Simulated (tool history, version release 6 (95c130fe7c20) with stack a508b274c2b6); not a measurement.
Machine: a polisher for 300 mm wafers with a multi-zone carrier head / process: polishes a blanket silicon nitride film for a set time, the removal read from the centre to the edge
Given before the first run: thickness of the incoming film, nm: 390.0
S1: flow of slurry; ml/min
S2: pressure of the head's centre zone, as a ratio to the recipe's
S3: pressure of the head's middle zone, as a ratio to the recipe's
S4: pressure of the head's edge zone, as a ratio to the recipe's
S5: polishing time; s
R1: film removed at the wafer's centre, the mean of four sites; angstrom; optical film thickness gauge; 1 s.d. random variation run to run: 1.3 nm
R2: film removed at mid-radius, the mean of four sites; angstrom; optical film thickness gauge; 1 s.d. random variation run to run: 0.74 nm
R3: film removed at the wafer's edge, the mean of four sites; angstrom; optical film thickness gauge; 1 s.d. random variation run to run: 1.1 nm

| run | day | S1 | S2 | S3 | S4 | S5 | R1 | R2 | R3 |
|---|---|---|---|---|---|---|---|---|---|
| 1 | 0.000 | 230 | 1.00 | 1.00 | 1.00 | 51 | 1129.20 | 1121.40 | 1158.60 |
| 2 | 0.333 | 230 | 1.01 | 0.98 | 0.98 | 50 | 1094.10 | 1081.00 | 1089.60 |
| 3 | 0.504 | 230 | 1.01 | 1.02 | 0.98 | 50 | 1091.00 | 1133.20 | 1093.10 |
| 4 | 0.592 | 225 | 1.01 | 0.99 | 0.96 | 49 | 1091.40 | 1063.10 | 1084.00 |
| 5 | 0.746 | 175 | 1.01 | 0.99 | 0.96 | 49 | 1027.80 | 1007.70 | 1039.50 |
| 6 | 0.950 | 175 | 1.02 | 0.98 | 0.94 | 48 | 993.94 | 998.15 | 1010.70 |
| 7 | 1.154 | 180 | 1.12 | 0.88 | 0.90 | 42 | 966.10 | 821.50 | 878.30 |

For run 8, what comes out?
| 8 | 1.183 | 185 | 1.12 | 0.88 | 0.90 | 42 | ? | ? | ? |

Run 8 produced R1 966.36 angstrom, R2 821.38 angstrom, R3 881.25 angstrom.
